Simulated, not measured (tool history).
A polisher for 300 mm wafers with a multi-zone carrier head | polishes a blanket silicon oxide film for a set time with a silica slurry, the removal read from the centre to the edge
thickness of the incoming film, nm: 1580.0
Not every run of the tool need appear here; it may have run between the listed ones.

run  hour  flow of slurry (ml/min)  pressure of the head's centre zone  pressure of the head's middle zone  pressure of the head's edge zone  abrasive content of the slurry  polishing time (s)  film removed at the wafer's centre (angstrom)  film removed at mid-radius (angstrom)  film removed at the wafer's edge (angstrom)
  1     0                      280                                   1                                   1                                 1                               1                  55                                         1548.9                                 1428.4                                       1484.7
  2   6.3                      275                                0.99                                0.97                                 1                             0.9                  54                                         1420.6                                 1278.8                                       1368.3
  3   8.7                      265                                0.97                                0.94                                 1                            0.85                  54                                           1328                                 1202.9                                       1293.7
  4  15.5                      265                                0.97                                0.94                                 1                             0.7                  54                                         1140.7                                 1033.5                                       1167.8
     19.6  -- centre zone pressure recalibrated
  5  19.6                      265                                0.97                                0.94                              1.03                             0.7                  54                                         1061.6                                 1062.2                                       1156.9
  6  25.9                      210                                0.97                                0.94                              1.03                             0.7                  54                                           1054                                   1015                                       1151.1
  7    32                      210                                0.97                                0.92                              1.03                             0.7                  54                                         1036.7                                 1008.9                                       1137.3

What will run 8 give?
  8  38.2                      200                                0.98                                 0.9                              1.03                             0.7                  54                                              ?                                      ?                                            ?

Run 8 produced film removed at the wafer's centre (angstrom) 1023.4, film removed at mid-radius (angstrom) 972.41, film removed at the wafer's edge (angstrom) 1143.6.

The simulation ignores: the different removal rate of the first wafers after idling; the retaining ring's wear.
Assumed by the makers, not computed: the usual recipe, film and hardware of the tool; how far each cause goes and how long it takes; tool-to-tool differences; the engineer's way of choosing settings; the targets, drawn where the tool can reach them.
